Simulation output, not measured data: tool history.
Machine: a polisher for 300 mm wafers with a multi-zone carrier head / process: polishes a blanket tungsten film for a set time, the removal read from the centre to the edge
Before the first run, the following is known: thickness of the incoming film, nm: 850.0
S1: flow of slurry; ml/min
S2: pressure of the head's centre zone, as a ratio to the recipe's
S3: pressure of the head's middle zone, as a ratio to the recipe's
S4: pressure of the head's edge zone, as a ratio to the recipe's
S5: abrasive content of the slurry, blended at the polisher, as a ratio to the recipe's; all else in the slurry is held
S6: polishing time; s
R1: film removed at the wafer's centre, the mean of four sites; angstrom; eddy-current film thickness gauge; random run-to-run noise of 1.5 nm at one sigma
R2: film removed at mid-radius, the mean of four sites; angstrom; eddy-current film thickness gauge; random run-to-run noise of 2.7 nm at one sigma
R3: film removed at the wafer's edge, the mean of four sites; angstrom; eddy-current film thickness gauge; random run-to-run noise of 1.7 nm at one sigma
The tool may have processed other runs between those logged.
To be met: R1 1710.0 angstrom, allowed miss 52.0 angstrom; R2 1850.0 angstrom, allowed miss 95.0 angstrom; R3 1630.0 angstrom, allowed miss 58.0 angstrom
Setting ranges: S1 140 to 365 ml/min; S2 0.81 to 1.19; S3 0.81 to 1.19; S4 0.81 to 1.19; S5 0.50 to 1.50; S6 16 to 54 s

{"run": 1, "hour": 0.0, "S1": 235, "S2": 1.0, "S3": 1.0, "S4": 1.0, "S5": 1.0, "S6": 35, "R1": 1841.9, "R2": 1929.7, "R3": 1911.7}
{"run": 2, "hour": 1.2, "S1": 275, "S2": 1.0, "S3": 1.0, "S4": 1.0, "S5": 1.0, "S6": 35, "R1": 1848.5, "R2": 1885.2, "R3": 1933.8}
{"run": 3, "hour": 8.6, "S1": 275, "S2": 1.0, "S3": 1.0, "S4": 1.08, "S5": 1.0, "S6": 35, "R1": 1864.7, "R2": 1890.5, "R3": 1998.8}
{"run": 4, "hour": 14.6, "S1": 275, "S2": 1.0, "S3": 0.96, "S4": 1.08, "S5": 1.0, "S6": 35, "R1": 1850.5, "R2": 1819.6, "R3": 1972.4}
{"run": 5, "hour": 22.9, "S1": 260, "S2": 1.01, "S3": 0.98, "S4": 1.02, "S5": 0.9, "S6": 35, "R1": 1794.4, "R2": 1818.9, "R3": 1849.5}
{"run": 6, "hour": 29.8, "S1": 250, "S2": 1.01, "S3": 0.99, "S4": 0.98, "S5": 0.85, "S6": 35, "R1": 1752.3, "R2": 1843.5, "R3": 1834.1}
{"run": 7, "hour": 31.0, "S1": 240, "S2": 1.03, "S3": 1.0, "S4": 0.94, "S5": 0.8, "S6": 35, "R1": 1772.2, "R2": 1799.7, "R3": 1722.5}
{"run": 8, "hour": 38.5, "S1": 235, "S2": 1.03, "S3": 1.01, "S4": 0.92, "S5": 0.8, "S6": 35, "R1": 1775.4, "R2": 1828.2, "R3": 1738.6}
{"run": 9, "hour": 42.5, "S1": 230, "S2": 1.03, "S3": 1.02, "S4": 0.9, "S5": 0.75, "S6": 35, "R1": 1753.3, "R2": 1850.5, "R3": 1686.1}

Which of these 5 next moves meets every target?
{"run": "A", "hour": 46.5, "S1": 250, "S2": 1.1, "S3": 1.15, "S4": 0.9, "S5": 0.8, "S6": 33, "R1": "?", "R2": "?", "R3": "?"}
{"run": "B", "hour": 46.5, "S1": 195, "S2": 1.07, "S3": 1.0, "S4": 0.85, "S5": 0.55, "S6": 39, "R1": "?", "R2": "?", "R3": "?"}
{"run": "C", "hour": 46.5, "S1": 250, "S2": 1.02, "S3": 1.07, "S4": 0.86, "S5": 0.85, "S6": 33, "R1": "?", "R2": "?", "R3": "?"}
{"run": "D", "hour": 46.5, "S1": 220, "S2": 1.09, "S3": 1.11, "S4": 0.83, "S5": 0.7, "S6": 35, "R1": "?", "R2": "?", "R3": "?"}
{"run": "E", "hour": 46.5, "S1": 235, "S2": 1.0, "S3": 1.0, "S4": 0.85, "S5": 0.65, "S6": 39, "R1": "?", "R2": "?", "R3": "?"}

move=A R1=1790.5 R2=1944.3 R3=1648.2
move=B R1=1845.4 R2=1836.6 R3=1723.0
move=C R1=1680.8 R2=1853.3 R3=1638.0
move=D R1=1802.1 R2=1919.3 R3=1622.8
move=E R1=1823.7 R2=1939.4 R3=1810.0
A: meets the target for the result that was furthest off, but another lies outside its allowed miss
B: its largest miss is bigger than the last run's
C: all results in spec
D: meets the target for the result that was furthest off, but another lies outside its allowed miss
E: its largest miss is bigger than the last run's
The move that meets every target is C.

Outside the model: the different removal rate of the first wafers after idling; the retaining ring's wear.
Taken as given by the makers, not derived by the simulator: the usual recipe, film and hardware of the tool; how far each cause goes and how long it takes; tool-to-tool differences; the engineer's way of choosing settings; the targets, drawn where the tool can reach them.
